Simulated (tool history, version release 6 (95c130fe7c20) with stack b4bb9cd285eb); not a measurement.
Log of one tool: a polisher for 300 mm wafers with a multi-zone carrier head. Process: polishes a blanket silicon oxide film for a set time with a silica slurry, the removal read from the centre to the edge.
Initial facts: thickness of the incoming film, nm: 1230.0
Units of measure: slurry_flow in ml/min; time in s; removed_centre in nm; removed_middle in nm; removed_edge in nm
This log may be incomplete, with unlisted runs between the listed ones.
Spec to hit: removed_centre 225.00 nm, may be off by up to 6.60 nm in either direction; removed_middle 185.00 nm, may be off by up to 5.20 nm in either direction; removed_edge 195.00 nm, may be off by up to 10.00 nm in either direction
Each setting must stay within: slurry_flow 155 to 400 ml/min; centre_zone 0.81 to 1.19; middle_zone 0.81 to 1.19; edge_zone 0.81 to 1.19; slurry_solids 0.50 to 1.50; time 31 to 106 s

run	day	slurry_flow	centre_zone	middle_zone	edge_zone	slurry_solids	time	removed_centre	removed_middle	removed_edge
1	0.000	255	1.00	1.00	1.00	1.00	68	218.89	216.15	230.19
2	0.271	255	1.00	1.04	1.00	1.00	68	218.04	225.83	224.48
3	0.617	250	1.03	1.01	0.96	0.95	68	221.00	215.68	211.53
4	0.842	195	1.03	1.01	0.96	0.95	68	211.49	206.05	201.78
5	1.125	195	1.03	1.01	1.01	0.95	68	213.23	211.51	217.77
6	1.467	190	1.05	0.98	0.98	0.95	68	216.93	205.43	212.98
7	1.504	185	1.06	0.95	0.95	0.95	68	212.59	199.09	204.15
8	1.696	185	1.09	0.92	0.93	0.95	68	222.80	194.56	203.92

Of the 4 settings listed for the next run, only one would bring every result within its allowed miss of target. Which one?
A	1.888	220	1.15	0.84	0.90	0.75	69	?	?	?
B	1.888	240	1.10	0.96	1.02	1.00	60	?	?	?
C	1.888	155	1.15	0.92	0.88	0.85	70	?	?	?
D	1.888	190	1.06	0.94	0.99	1.05	70	?	?	?

move	removed_centre	removed_middle	removed_edge
A	226.52	172.81	195.48
B	210.90	187.58	198.33
C	226.35	187.26	197.50
D	232.48	211.75	227.13
A: the result that was furthest off in the last run now lies on the other side of its target
B: the furthest-off result lands on target, but another misses its tolerance
C: all results land within tolerance of their targets
D: lands further from the targets than the last run did
Answer: C

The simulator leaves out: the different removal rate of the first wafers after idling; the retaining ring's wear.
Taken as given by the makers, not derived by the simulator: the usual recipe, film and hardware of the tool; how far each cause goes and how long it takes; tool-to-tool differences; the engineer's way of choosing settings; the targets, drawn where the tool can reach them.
